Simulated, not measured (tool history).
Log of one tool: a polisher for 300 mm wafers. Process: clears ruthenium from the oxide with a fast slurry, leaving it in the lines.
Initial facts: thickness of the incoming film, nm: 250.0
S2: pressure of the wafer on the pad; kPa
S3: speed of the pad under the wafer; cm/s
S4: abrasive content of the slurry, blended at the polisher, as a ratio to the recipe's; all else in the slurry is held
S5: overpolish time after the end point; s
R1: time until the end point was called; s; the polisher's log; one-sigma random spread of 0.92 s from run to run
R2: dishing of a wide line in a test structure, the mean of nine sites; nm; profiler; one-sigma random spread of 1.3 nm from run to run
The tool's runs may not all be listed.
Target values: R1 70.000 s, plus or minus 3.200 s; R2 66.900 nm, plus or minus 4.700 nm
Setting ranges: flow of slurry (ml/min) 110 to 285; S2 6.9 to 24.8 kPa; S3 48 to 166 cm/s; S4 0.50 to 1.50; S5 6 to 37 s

{"run": 1, "hour": 0.0, "flow of slurry (ml/min)": 180, "S2": 15.9, "S3": 106, "S4": 1.0, "S5": 19, "R1": 84.068, "R2": 48.951}
{"run": 2, "hour": 7.3, "flow of slurry (ml/min)": 180, "S2": 13.8, "S3": 106, "S4": 1.0, "S5": 19, "R1": 95.511, "R2": 44.163}
{"run": 3, "hour": 13.6, "flow of slurry (ml/min)": 180, "S2": 13.8, "S3": 116, "S4": 1.0, "S5": 19, "R1": 86.852, "R2": 48.397}
{"run": 4, "hour": 16.0, "flow of slurry (ml/min)": 180, "S2": 13.8, "S3": 116, "S4": 1.0, "S5": 22, "R1": 86.092, "R2": 54.548}
{"run": 5, "hour": 18.3, "flow of slurry (ml/min)": 180, "S2": 14.5, "S3": 116, "S4": 1.0, "S5": 22, "R1": 85.478, "R2": 57.877}
{"run": 6, "hour": 22.7, "flow of slurry (ml/min)": 180, "S2": 14.5, "S3": 116, "S4": 1.0, "S5": 15, "R1": 81.878, "R2": 41.832}
{"run": 7, "hour": 27.7, "flow of slurry (ml/min)": 180, "S2": 15.2, "S3": 116, "S4": 1.0, "S5": 17, "R1": 80.158, "R2": 49.006}
{"run": 8, "hour": 32.5, "flow of slurry (ml/min)": 180, "S2": 15.9, "S3": 116, "S4": 1.0, "S5": 18, "R1": 76.965, "R2": 51.002}
{"run": 9, "hour": 41.3, "flow of slurry (ml/min)": 180, "S2": 16.5, "S3": 116, "S4": 1.0, "S5": 19, "R1": 74.533, "R2": 54.798}
{"run": 10, "hour": 48.6, "flow of slurry (ml/min)": 180, "S2": 16.5, "S3": 116, "S4": 1.0, "S5": 20, "R1": 74.175, "R2": 56.692}
{"run": 11, "hour": 55.6, "flow of slurry (ml/min)": 180, "S2": 16.5, "S3": 116, "S4": 1.0, "S5": 21, "R1": 74.674, "R2": 60.083}

Consider the 4 candidate settings below. Which is the only one whose results all fall within their allowed miss of target?
{"run": "A", "hour": 62.6, "flow of slurry (ml/min)": 170, "S2": 14.5, "S3": 108, "S4": 1.25, "S5": 33, "R1": "?", "R2": "?"}
{"run": "B", "hour": 62.6, "flow of slurry (ml/min)": 200, "S2": 15.9, "S3": 120, "S4": 1.1, "S5": 23, "R1": "?", "R2": "?"}
{"run": "C", "hour": 62.6, "flow of slurry (ml/min)": 190, "S2": 18.6, "S3": 110, "S4": 1.0, "S5": 16, "R1": "?", "R2": "?"}
{"run": "D", "hour": 62.6, "flow of slurry (ml/min)": 175, "S2": 15.2, "S3": 118, "S4": 1.1, "S5": 25, "R1": "?", "R2": "?"}

move=A R1=80.466 R2=77.261
move=B R1=69.361 R2=66.294
move=C R1=69.235 R2=49.957
move=D R1=74.780 R2=66.698
A: the biggest miss grows against the last run
B: every result within its allowed miss
C: meets the target for the result that was furthest off, but another lies outside its allowed miss
D: as far off as the last run
Answer: B
